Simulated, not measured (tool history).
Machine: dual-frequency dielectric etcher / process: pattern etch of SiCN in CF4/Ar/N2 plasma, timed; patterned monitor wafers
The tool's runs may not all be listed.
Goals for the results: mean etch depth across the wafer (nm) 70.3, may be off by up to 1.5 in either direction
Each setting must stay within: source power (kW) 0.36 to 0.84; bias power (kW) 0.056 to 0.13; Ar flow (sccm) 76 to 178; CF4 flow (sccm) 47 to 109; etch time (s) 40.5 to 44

| run | hour | source power (kW) | bias power (kW) | Ar flow (sccm) | CF4 flow (sccm) | etch time (s) | mean etch depth across the wafer (nm) |
|---|---|---|---|---|---|---|---|
| 1 | 0 | 0.6 | 0.093 | 127 | 78 | 44 | 52.366 |
| 2 | 7.2 | 0.6 | 0.093 | 127 | 66 | 44 | 51.483 |
| 3 | 14.6 | 0.67 | 0.094 | 127 | 66 | 44 | 56.885 |
| 4 | 18.7 | 0.67 | 0.094 | 127 | 66 | 44 | 57.009 |
| 5 | 20.9 | 0.73 | 0.094 | 127 | 66 | 44 | 60.008 |
| 6 | 23 | 0.82 | 0.094 | 127 | 66 | 44 | 66.826 |
| 7 | 28 | 0.83 | 0.096 | 126 | 66 | 44 | 67.633 |
| 8 | 30 | 0.83 | 0.098 | 125 | 66 | 44 | 68.498 |

Which one of the following 5 next-run settings gets every result inside its allowed miss? There is exactly one.
| A | 32 | 0.83 | 0.104 | 112 | 52 | 41.5 | ? |
| B | 32 | 0.83 | 0.098 | 121 | 58 | 43 | ? |
| C | 32 | 0.84 | 0.098 | 90 | 60 | 43 | ? |
| D | 32 | 0.79 | 0.103 | 119 | 71 | 42 | ? |
| E | 32 | 0.78 | 0.099 | 118 | 47 | 44 | ? |

| move | mean etch depth across the wafer (nm) |
|---|---|
| A | 65.152 |
| B | 65.961 |
| C | 69.972 |
| D | 64.729 |
| E | 63.123 |
A: misses by more than the last run did
B: misses by more than the last run did
C: in spec on every target
D: misses by more than the last run did
E: misses by more than the last run did
The right move is C.

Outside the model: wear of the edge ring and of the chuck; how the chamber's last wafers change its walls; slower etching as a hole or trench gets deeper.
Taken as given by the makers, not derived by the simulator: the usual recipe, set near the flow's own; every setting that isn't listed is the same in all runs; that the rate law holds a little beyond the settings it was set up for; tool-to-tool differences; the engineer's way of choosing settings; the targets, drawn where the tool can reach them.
